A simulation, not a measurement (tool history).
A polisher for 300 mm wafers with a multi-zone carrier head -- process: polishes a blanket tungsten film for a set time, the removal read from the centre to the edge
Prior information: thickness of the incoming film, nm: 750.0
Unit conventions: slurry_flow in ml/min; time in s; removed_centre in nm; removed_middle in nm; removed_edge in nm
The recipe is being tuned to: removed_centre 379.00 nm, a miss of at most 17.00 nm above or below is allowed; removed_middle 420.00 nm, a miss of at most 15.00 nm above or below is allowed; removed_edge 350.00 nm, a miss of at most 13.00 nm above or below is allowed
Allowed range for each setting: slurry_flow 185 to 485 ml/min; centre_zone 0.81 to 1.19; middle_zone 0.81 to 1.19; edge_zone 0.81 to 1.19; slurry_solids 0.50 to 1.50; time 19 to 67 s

Run 1, day 0.000: slurry_flow 310 ml/min, centre_zone 1.00, middle_zone 1.00, edge_zone 1.00, slurry_solids 1.00, time 43 s. Result: removed_centre 272.12 nm, removed_middle 279.45 nm, removed_edge 274.46 nm.
Run 2, day 0.158: slurry_flow 310 ml/min, centre_zone 1.00, middle_zone 1.00, edge_zone 1.08, slurry_solids 1.00, time 43 s. Result: removed_centre 271.69 nm, removed_middle 275.73 nm, removed_edge 281.26 nm.
Run 3, day 0.467: slurry_flow 315 ml/min, centre_zone 1.01, middle_zone 1.03, edge_zone 1.07, slurry_solids 1.05, time 44 s. Result: removed_centre 283.94 nm, removed_middle 293.13 nm, removed_edge 299.08 nm.
Run 4, day 0.738: slurry_flow 320 ml/min, centre_zone 1.02, middle_zone 1.05, edge_zone 1.03, slurry_solids 1.05, time 45 s. Result: removed_centre 287.40 nm, removed_middle 302.96 nm, removed_edge 294.78 nm.
Run 5, day 0.950: slurry_flow 325 ml/min, centre_zone 1.04, middle_zone 1.07, edge_zone 1.01, slurry_solids 1.10, time 46 s. Result: removed_centre 307.95 nm, removed_middle 321.53 nm, removed_edge 305.75 nm.
Run 6, day 1.229: slurry_flow 330 ml/min, centre_zone 1.05, middle_zone 1.09, edge_zone 0.99, slurry_solids 1.15, time 46 s. Result: removed_centre 321.06 nm, removed_middle 328.33 nm, removed_edge 298.90 nm.
Run 7, day 1.579: slurry_flow 330 ml/min, centre_zone 1.05, middle_zone 1.10, edge_zone 0.99, slurry_solids 1.20, time 47 s. Result: removed_centre 333.26 nm, removed_middle 345.87 nm, removed_edge 314.46 nm.
Run 8, day 1.833: slurry_flow 330 ml/min, centre_zone 1.05, middle_zone 1.11, edge_zone 0.99, slurry_solids 1.25, time 47 s. Result: removed_centre 332.01 nm, removed_middle 345.11 nm, removed_edge 322.61 nm.
Run 9, day 2.179: slurry_flow 335 ml/min, centre_zone 1.05, middle_zone 1.12, edge_zone 0.98, slurry_solids 1.25, time 48 s. Result: removed_centre 337.81 nm, removed_middle 354.37 nm, removed_edge 322.29 nm.
Run 10, day 2.396: slurry_flow 335 ml/min, centre_zone 1.05, middle_zone 1.12, edge_zone 0.98, slurry_solids 1.25, time 48 s. Result: removed_centre 336.35 nm, removed_middle 359.35 nm, removed_edge 327.06 nm.
Run 11, day 2.717: slurry_flow 365 ml/min, centre_zone 1.08, middle_zone 1.19, edge_zone 0.94, slurry_solids 1.50, time 49 s. Result: removed_centre 378.99 nm, removed_middle 404.38 nm, removed_edge 348.15 nm.
Run 12, day 3.012: slurry_flow 365 ml/min, centre_zone 1.08, middle_zone 1.19, edge_zone 0.93, slurry_solids 1.50, time 49 s. Result: removed_centre 366.40 nm, removed_middle 400.43 nm, removed_edge 343.66 nm.
Run 13, day 3.329: slurry_flow 365 ml/min, centre_zone 1.08, middle_zone 1.19, edge_zone 0.92, slurry_solids 1.50, time 49 s. Result: removed_centre 375.02 nm, removed_middle 399.91 nm, removed_edge 344.03 nm.

Which one of the following 4 next-run settings gets every result inside its allowed miss? There is exactly one.
Run A, day 3.646: slurry_flow 310 ml/min, centre_zone 0.99, middle_zone 1.19, edge_zone 0.99, slurry_solids 1.50, time 49 s. Result: removed_centre ?, removed_middle ?, removed_edge ?.
Run B, day 3.646: slurry_flow 285 ml/min, centre_zone 1.03, middle_zone 1.15, edge_zone 0.94, slurry_solids 1.20, time 53 s. Result: removed_centre ?, removed_middle ?, removed_edge ?.
Run C, day 3.646: slurry_flow 335 ml/min, centre_zone 0.94, middle_zone 1.19, edge_zone 1.01, slurry_solids 1.50, time 51 s. Result: removed_centre ?, removed_middle ?, removed_edge ?.
Run D, day 3.646: slurry_flow 390 ml/min, centre_zone 1.03, middle_zone 1.17, edge_zone 0.86, slurry_solids 1.50, time 51 s. Result: removed_centre ?, removed_middle ?, removed_edge ?.

move  removed_centre  removed_middle  removed_edge
   A          339.97          401.89        342.74
   B          354.53          396.35        338.40
   C          341.26          420.91        361.86
   D          372.58          420.49        338.60
A: further off than the last run
B: further off than the last run
C: corrects the largest miss of the last run, while another result sits out of spec
D: hits every target within its allowed miss
So the answer is move D, the one that meets all the targets.

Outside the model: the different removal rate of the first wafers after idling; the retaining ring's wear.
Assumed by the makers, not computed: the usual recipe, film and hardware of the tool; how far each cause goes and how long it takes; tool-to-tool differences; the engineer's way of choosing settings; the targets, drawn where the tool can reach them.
